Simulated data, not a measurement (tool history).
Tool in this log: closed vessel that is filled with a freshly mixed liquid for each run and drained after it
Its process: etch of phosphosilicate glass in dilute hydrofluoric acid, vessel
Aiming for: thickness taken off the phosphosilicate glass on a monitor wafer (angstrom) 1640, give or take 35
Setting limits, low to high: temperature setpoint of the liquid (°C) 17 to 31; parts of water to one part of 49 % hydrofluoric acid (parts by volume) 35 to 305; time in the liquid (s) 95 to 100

run  hour  temperature setpoint of the liquid (°C)  parts of water to one part of 49 % hydrofluoric acid (parts by volume)  time in the liquid (s)  thickness taken off the phosphosilicate glass on a monitor wafer (angstrom)
  1     0                                       23                                                                     170                      95                                                                       1010.9
  2   1.7                                     24.5                                                                     165                      95                                                                       1116.8
  3   6.5                                     24.5                                                                     200                      95                                                                       876.22
  4  15.7                                     25.5                                                                     190                      95                                                                       972.39
  5  19.8                                     26.5                                                                     190                      95                                                                       1013.6
  6  26.9                                     26.5                                                                     190                      95                                                                         1012
  7    35                                     30.5                                                                     135                      95                                                                       1765.3
  8  36.9                                       30                                                                     135                      95                                                                       1733.7

Exercise: of the 5 proposed moves below, exactly one satisfies all targets within the stated allowed misses. Which move is it?
  A  38.8                                       31                                                                     150                      95                                                                            ?
  B  38.8                                     30.5                                                                     135                      95                                                                            ?
  C  38.8                                     30.5                                                                     145                     100                                                                            ?
  D  38.8                                       31                                                                     145                      95                                                                            ?
  E  38.8                                     29.5                                                                     135                      95                                                                            ?

move  thickness taken off the phosphosilicate glass on a monitor wafer (angstrom)
   A                                                                       1587.1
   B                                                                       1769.5
   C                                                                       1710.1
   D                                                                       1653.4
   E                                                                       1707.4
A: takes the biggest miss from the last run beyond its target
B: misses by more than the last run did
C: nearer than the last run, and not there yet
D: hits every target within its allowed miss
E: nearer than the last run, and not there yet
Answer: D
